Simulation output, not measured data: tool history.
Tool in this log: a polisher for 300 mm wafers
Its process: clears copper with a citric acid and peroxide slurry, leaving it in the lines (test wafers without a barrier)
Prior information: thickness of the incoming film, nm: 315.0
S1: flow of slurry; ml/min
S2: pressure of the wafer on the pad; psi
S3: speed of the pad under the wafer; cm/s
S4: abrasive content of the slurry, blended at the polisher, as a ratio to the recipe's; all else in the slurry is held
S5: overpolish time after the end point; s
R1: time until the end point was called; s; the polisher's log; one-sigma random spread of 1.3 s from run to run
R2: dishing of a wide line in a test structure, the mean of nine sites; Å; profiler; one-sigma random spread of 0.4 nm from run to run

run 1 hour=0 | S1=270 S2=3.3 S3=140 S4=1 S5=15 | R1=104.46 R2=279.53
run 2 hour=4.3 | S1=270 S2=3.3 S3=128 S4=1 S5=15 | R1=114.65 R2=257.3
run 3 hour=6.7 | S1=265 S2=3.1 S3=128 S4=1 S5=17 | R1=122.02 R2=271.36
run 4 hour=10.2 | S1=260 S2=3 S3=128 S4=1 S5=19 | R1=128.12 R2=289.73
run 5 hour=15.8 | S1=260 S2=3 S3=158 S4=1 S5=19 | R1=103.01 R2=330.63
run 6 hour=21.9 | S1=260 S2=3 S3=158 S4=1 S5=15 | R1=102.56 R2=274.91
run 7 hour=23 | S1=255 S2=2.8 S3=156 S4=1 S5=17 | R1=112.45 R2=276.27
run 8 hour=27.1 | S1=245 S2=2.7 S3=154 S4=1 S5=19 | R1=115.75 R2=295.44
run 9 hour=32.7 | S1=245 S2=2.5 S3=152 S4=1 S5=20 | R1=128.45 R2=286.98
run 10 hour=37.2 | S1=245 S2=2.4 S3=152 S4=1 S5=21 | R1=132.56 R2=290.6
run 11 hour=44.7 | S1=245 S2=2.4 S3=152 S4=1 S5=22 | R1=132.55 R2=299.81

Run 12 has not been measured yet. What should we expect?
-- hour=51.5 worn pad replaced by a new one
run 12 hour=51.5 | S1=245 S2=2.4 S3=152 S4=1 S5=23 | R1=? R2=?

R1: 121.43 s
R2: 324.74 Å
